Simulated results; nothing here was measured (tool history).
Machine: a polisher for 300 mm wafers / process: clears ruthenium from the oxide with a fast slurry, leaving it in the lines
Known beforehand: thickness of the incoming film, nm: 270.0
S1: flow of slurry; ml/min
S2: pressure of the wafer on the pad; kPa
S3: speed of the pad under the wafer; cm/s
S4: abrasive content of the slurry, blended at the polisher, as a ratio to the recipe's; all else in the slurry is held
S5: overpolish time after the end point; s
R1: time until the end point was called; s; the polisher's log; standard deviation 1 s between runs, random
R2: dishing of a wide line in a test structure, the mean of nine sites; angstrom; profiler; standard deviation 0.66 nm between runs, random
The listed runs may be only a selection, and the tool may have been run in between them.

{"run": 1, "hour": 0.0, "S1": 145, "S2": 24.1, "S3": 78, "S4": 1.0, "S5": 21, "R1": 54.233, "R2": 759.64}
{"run": 2, "hour": 3.0, "S1": 145, "S2": 22.1, "S3": 78, "S4": 1.0, "S5": 19, "R1": 61.446, "R2": 640.14}
{"run": 3, "hour": 3.7, "S1": 145, "S2": 17.2, "S3": 78, "S4": 1.0, "S5": 19, "R1": 73.167, "R2": 536.72}
{"run": 4, "hour": 12.3, "S1": 145, "S2": 17.2, "S3": 78, "S4": 1.0, "S5": 18, "R1": 74.119, "R2": 517.9}
{"run": 5, "hour": 13.4, "S1": 115, "S2": 17.2, "S3": 78, "S4": 1.0, "S5": 18, "R1": 79.222, "R2": 500.45}
{"run": 6, "hour": 22.4, "S1": 115, "S2": 17.2, "S3": 92, "S4": 1.0, "S5": 18, "R1": 66.348, "R2": 557.72}
{"run": 7, "hour": 30.8, "S1": 115, "S2": 16.5, "S3": 92, "S4": 1.0, "S5": 17, "R1": 67.301, "R2": 533.62}
{"run": 8, "hour": 33.4, "S1": 115, "S2": 15.9, "S3": 92, "S4": 1.0, "S5": 16, "R1": 71.074, "R2": 477.83}

For run 9, what comes out?
{"run": 9, "hour": 35.8, "S1": 115, "S2": 15.2, "S3": 92, "S4": 1.0, "S5": 14, "R1": "?", "R2": "?"}

{"run 9": {"R1": 73.529, "R2": 404.28}}
